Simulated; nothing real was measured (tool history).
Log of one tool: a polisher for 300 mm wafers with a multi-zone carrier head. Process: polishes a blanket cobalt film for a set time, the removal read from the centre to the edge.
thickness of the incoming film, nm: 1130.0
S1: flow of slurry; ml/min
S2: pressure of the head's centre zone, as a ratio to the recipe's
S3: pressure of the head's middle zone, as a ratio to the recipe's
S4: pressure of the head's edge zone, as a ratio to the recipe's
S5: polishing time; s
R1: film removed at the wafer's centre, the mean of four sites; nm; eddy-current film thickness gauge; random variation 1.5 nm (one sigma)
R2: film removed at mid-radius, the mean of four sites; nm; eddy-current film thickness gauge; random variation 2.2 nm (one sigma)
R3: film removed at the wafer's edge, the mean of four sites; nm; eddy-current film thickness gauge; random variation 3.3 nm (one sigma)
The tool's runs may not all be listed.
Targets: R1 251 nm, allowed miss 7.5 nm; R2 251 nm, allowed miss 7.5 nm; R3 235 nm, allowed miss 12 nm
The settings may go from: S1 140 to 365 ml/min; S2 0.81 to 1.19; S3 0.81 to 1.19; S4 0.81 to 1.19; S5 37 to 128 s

{"run": 1, "day": 0.0, "S1": 235, "S2": 1, "S3": 1, "S4": 1, "S5": 82, "R1": 301.75, "R2": 303, "R3": 301.71}
{"run": 2, "day": 0.342, "S1": 235, "S2": 0.99, "S3": 0.99, "S4": 0.95, "S5": 78, "R1": 283.66, "R2": 284.54, "R3": 287.11}
{"run": 3, "day": 0.471, "S1": 235, "S2": 0.99, "S3": 0.99, "S4": 0.89, "S5": 78, "R1": 280.21, "R2": 287.4, "R3": 276.6}
{"run": 4, "day": 0.65, "S1": 190, "S2": 0.99, "S3": 0.99, "S4": 0.89, "S5": 78, "R1": 276.86, "R2": 277.06, "R3": 279.39}
{"run": 5, "day": 0.708, "S1": 190, "S2": 0.99, "S3": 0.99, "S4": 0.94, "S5": 78, "R1": 276.87, "R2": 279.81, "R3": 282.15}
{"run": 6, "day": 1.054, "S1": 190, "S2": 0.99, "S3": 0.99, "S4": 0.88, "S5": 78, "R1": 276.38, "R2": 282.43, "R3": 269.43}
{"run": 7, "day": 1.279, "S1": 190, "S2": 0.99, "S3": 0.98, "S4": 0.86, "S5": 75, "R1": 262.41, "R2": 264.07, "R3": 258.8}
{"run": 8, "day": 1.504, "S1": 195, "S2": 1, "S3": 0.98, "S4": 0.85, "S5": 73, "R1": 261.36, "R2": 260.47, "R3": 252.44}

4 next moves are on the table. One of them brings every result within its allowed miss. Which?
{"run": "A", "day": 1.729, "S1": 225, "S2": 1.1, "S3": 0.98, "S4": 0.81, "S5": 75, "R1": "?", "R2": "?", "R3": "?"}
{"run": "B", "day": 1.729, "S1": 140, "S2": 0.99, "S3": 0.87, "S4": 0.89, "S5": 78, "R1": "?", "R2": "?", "R3": "?"}
{"run": "C", "day": 1.729, "S1": 180, "S2": 0.93, "S3": 0.91, "S4": 0.92, "S5": 76, "R1": "?", "R2": "?", "R3": "?"}
{"run": "D", "day": 1.729, "S1": 230, "S2": 1.05, "S3": 1.04, "S4": 0.9, "S5": 66, "R1": "?", "R2": "?", "R3": "?"}

move=A R1=294.6 R2=275.04 R3=264.26
move=B R1=253.6 R2=240.58 R3=268.68
move=C R1=250.12 R2=255.39 R3=276.31
move=D R1=250.51 R2=253.29 R3=244.17
A: further off than the last run
B: further off than the last run
C: further off than the last run
D: meets every target
Answer: D

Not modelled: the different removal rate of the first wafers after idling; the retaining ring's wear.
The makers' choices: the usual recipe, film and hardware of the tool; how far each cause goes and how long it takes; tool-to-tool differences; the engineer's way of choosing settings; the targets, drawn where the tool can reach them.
